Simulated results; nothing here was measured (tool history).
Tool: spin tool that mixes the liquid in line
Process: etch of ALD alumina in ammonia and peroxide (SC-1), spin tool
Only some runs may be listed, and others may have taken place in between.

| run | hour | temperature setpoint of the liquid (C) | parts of 29 % ammonia solution to one part of 30 % peroxide (parts by volume) | time under the liquid (s) | thickness taken off the ALD alumina on a monitor wafer (angstrom) |
|---|---|---|---|---|---|
| 1 | 0.0 | 60.0 | 0.80 | 195 | 306.08 |
| 2 | 2.1 | 61.0 | 0.80 | 195 | 322.28 |
| 3 | 3.3 | 61.0 | 1.05 | 195 | 331.64 |
| 4 | 11.1 | 57.0 | 1.05 | 195 | 266.94 |
| 5 | 17.3 | 58.5 | 1.05 | 195 | 290.30 |
| 6 | 24.2 | 59.5 | 1.05 | 195 | 305.48 |
| 7 | 27.0 | 60.5 | 1.05 | 195 | 323.58 |
| 8 | 29.1 | 61.5 | 1.05 | 195 | 337.49 |
| 9 | 37.1 | 68.5 | 1.05 | 195 | 478.94 |

Run 10 has not been measured yet. What should we expect?
| 10 | 43.9 | 68.0 | 1.05 | 195 | ? |

Logged for run 10: thickness taken off the ALD alumina on a monitor wafer (angstrom) 470.23.
